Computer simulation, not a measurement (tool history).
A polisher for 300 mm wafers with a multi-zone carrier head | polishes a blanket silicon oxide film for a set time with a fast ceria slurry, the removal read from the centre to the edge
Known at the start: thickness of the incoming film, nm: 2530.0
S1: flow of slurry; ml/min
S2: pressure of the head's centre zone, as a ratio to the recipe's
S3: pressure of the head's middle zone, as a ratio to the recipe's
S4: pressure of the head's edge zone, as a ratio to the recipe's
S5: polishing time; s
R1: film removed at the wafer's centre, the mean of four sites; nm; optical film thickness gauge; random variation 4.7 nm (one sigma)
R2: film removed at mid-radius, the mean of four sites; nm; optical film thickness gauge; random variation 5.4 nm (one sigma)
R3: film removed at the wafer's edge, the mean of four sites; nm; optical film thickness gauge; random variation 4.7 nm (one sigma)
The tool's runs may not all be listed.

run  hour   S1    S2    S3    S4  S5      R1      R2      R3
  1     0  225     1     1     1  32  367.95  343.56  364.94
  2   6.3  225     1     1     1  35  393.63  370.32  392.94
  3  13.1  235  1.03  1.02     1  35  414.31  382.76  394.15
  4  21.1  245  1.04  1.03  1.01  35  424.34  400.23  401.58
  5  25.1  255  1.05  1.03  1.01  35  425.63  378.09  399.73
  6  31.6  255  1.06  1.05  1.01  35  435.24  405.18  400.23
  7  32.9  260  1.07  1.05  1.02  35  441.09  396.99  401.45

The next listed run, before its measurement:
  8  41.1  265  1.08  1.06  1.03  35   ?   ?   ?

{"run 8": {"R1": 449.39, "R2": 400.39, "R3": 401.97}}
